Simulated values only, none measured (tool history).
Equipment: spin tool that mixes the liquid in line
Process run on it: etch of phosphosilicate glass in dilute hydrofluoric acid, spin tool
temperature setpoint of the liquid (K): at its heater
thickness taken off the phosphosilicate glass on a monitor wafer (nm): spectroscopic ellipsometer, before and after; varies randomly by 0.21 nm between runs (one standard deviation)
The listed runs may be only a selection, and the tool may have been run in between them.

run,hour,temperature setpoint of the liquid (K),parts of water to one part of 49 % hydrofluoric acid (parts by volume),time under the liquid (s),thickness taken off the phosphosilicate glass on a monitor wafer (nm)
1,0.0,299.15,95,15,14.321
2,1.1,300.65,90,15,15.861
3,2.2,301.65,85,15,17.755
4,10.2,301.65,85,15,17.649
5,15.2,301.65,110,15,13.257
6,18.8,302.65,100,15,15.369
7,21.4,302.65,100,15,15.183
8,29.8,303.65,95,15,16.859
9,31.7,304.15,90,15,18.477
# hour 39.4: thermometer replaced
10,39.4,304.65,85,15,18.518

Run 11 comes next. What will it give?
11,44.6,305.15,80,15,?

Run 11 measured thickness taken off the phosphosilicate glass on a monitor wafer (nm) 20.148.
